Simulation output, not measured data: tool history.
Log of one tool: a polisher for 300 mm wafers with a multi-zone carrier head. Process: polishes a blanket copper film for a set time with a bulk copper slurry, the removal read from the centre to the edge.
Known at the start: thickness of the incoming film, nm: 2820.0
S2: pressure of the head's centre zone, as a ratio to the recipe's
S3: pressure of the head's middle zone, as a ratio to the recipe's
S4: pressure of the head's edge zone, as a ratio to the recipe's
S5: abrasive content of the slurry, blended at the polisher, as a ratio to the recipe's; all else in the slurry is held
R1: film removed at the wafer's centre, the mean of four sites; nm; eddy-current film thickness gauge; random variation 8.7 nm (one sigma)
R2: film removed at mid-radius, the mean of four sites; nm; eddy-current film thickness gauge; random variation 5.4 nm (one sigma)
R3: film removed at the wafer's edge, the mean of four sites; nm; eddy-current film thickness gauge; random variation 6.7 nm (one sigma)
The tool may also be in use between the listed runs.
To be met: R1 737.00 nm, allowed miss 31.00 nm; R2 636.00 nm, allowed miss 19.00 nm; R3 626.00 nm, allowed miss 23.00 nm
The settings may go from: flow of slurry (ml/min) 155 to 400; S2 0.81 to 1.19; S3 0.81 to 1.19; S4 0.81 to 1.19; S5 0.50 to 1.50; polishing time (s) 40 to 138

{"run": 1, "hour": 0.0, "flow of slurry (ml/min)": 255, "S2": 1.0, "S3": 1.0, "S4": 1.0, "S5": 1.0, "polishing time (s)": 88, "R1": 535.06, "R2": 545.85, "R3": 544.48}
{"run": 2, "hour": 8.5, "flow of slurry (ml/min)": 265, "S2": 1.04, "S3": 1.01, "S4": 1.01, "S5": 1.05, "polishing time (s)": 88, "R1": 574.96, "R2": 564.47, "R3": 559.63}
{"run": 3, "hour": 9.9, "flow of slurry (ml/min)": 315, "S2": 1.04, "S3": 1.01, "S4": 1.01, "S5": 1.05, "polishing time (s)": 88, "R1": 589.96, "R2": 573.92, "R3": 560.51}
{"run": 4, "hour": 11.5, "flow of slurry (ml/min)": 315, "S2": 1.07, "S3": 1.02, "S4": 1.03, "S5": 1.1, "polishing time (s)": 88, "R1": 597.9, "R2": 590.73, "R3": 565.78}
{"run": 5, "hour": 20.1, "flow of slurry (ml/min)": 315, "S2": 1.09, "S3": 1.01, "S4": 1.03, "S5": 1.15, "polishing time (s)": 89, "R1": 632.8, "R2": 586.9, "R3": 578.52}
{"run": 6, "hour": 28.8, "flow of slurry (ml/min)": 315, "S2": 1.09, "S3": 0.95, "S4": 1.03, "S5": 1.15, "polishing time (s)": 89, "R1": 628.38, "R2": 563.11, "R3": 588.32}
{"run": 7, "hour": 35.5, "flow of slurry (ml/min)": 320, "S2": 1.11, "S3": 0.96, "S4": 1.03, "S5": 1.2, "polishing time (s)": 89, "R1": 661.2, "R2": 567.35, "R3": 588.25}
{"run": 8, "hour": 44.5, "flow of slurry (ml/min)": 325, "S2": 1.12, "S3": 0.97, "S4": 1.04, "S5": 1.25, "polishing time (s)": 89, "R1": 658.28, "R2": 580.16, "R3": 598.93}
{"run": 9, "hour": 50.1, "flow of slurry (ml/min)": 330, "S2": 1.13, "S3": 0.98, "S4": 1.04, "S5": 1.3, "polishing time (s)": 89, "R1": 667.55, "R2": 591.25, "R3": 601.18}
{"run": 10, "hour": 57.2, "flow of slurry (ml/min)": 330, "S2": 1.13, "S3": 0.98, "S4": 1.04, "S5": 1.3, "polishing time (s)": 89, "R1": 678.62, "R2": 594.0, "R3": 603.93}
{"run": 11, "hour": 59.0, "flow of slurry (ml/min)": 335, "S2": 1.14, "S3": 0.99, "S4": 1.04, "S5": 1.35, "polishing time (s)": 89, "R1": 669.23, "R2": 595.49, "R3": 603.3}
{"run": 12, "hour": 66.0, "flow of slurry (ml/min)": 340, "S2": 1.15, "S3": 0.99, "S4": 1.04, "S5": 1.35, "polishing time (s)": 90, "R1": 709.36, "R2": 605.4, "R3": 614.15}
{"run": 13, "hour": 74.1, "flow of slurry (ml/min)": 345, "S2": 1.15, "S3": 1.0, "S4": 1.04, "S5": 1.35, "polishing time (s)": 90, "R1": 710.58, "R2": 616.03, "R3": 618.08}
{"run": 14, "hour": 82.1, "flow of slurry (ml/min)": 350, "S2": 1.15, "S3": 1.0, "S4": 1.04, "S5": 1.35, "polishing time (s)": 90, "R1": 681.75, "R2": 608.69, "R3": 601.35}
{"run": 15, "hour": 87.5, "flow of slurry (ml/min)": 345, "S2": 1.16, "S3": 1.0, "S4": 1.04, "S5": 1.35, "polishing time (s)": 90, "R1": 702.73, "R2": 607.09, "R3": 600.65}

4 next moves are on the table. One of them brings every result within its allowed miss. Which?
{"run": "A", "hour": 92.9, "flow of slurry (ml/min)": 290, "S2": 1.17, "S3": 1.07, "S4": 1.01, "S5": 1.5, "polishing time (s)": 93, "R1": "?", "R2": "?", "R3": "?"}
{"run": "B", "hour": 92.9, "flow of slurry (ml/min)": 370, "S2": 1.18, "S3": 1.1, "S4": 1.04, "S5": 1.3, "polishing time (s)": 93, "R1": "?", "R2": "?", "R3": "?"}
{"run": "C", "hour": 92.9, "flow of slurry (ml/min)": 400, "S2": 1.12, "S3": 0.97, "S4": 0.94, "S5": 1.25, "polishing time (s)": 97, "R1": "?", "R2": "?", "R3": "?"}
{"run": "D", "hour": 92.9, "flow of slurry (ml/min)": 375, "S2": 1.19, "S3": 1.11, "S4": 1.05, "S5": 1.45, "polishing time (s)": 84, "R1": "?", "R2": "?", "R3": "?"}

move=A R1=715.79 R2=663.50 R3=619.42
move=B R1=722.62 R2=678.15 R3=622.40
move=C R1=714.65 R2=635.76 R3=622.93
move=D R1=671.24 R2=629.31 R3=575.24
A: takes the result that was furthest off past its target
B: takes the result that was furthest off past its target
C: meets every target
D: brings the result that was furthest off to its target, and leaves another outside
Answer: C
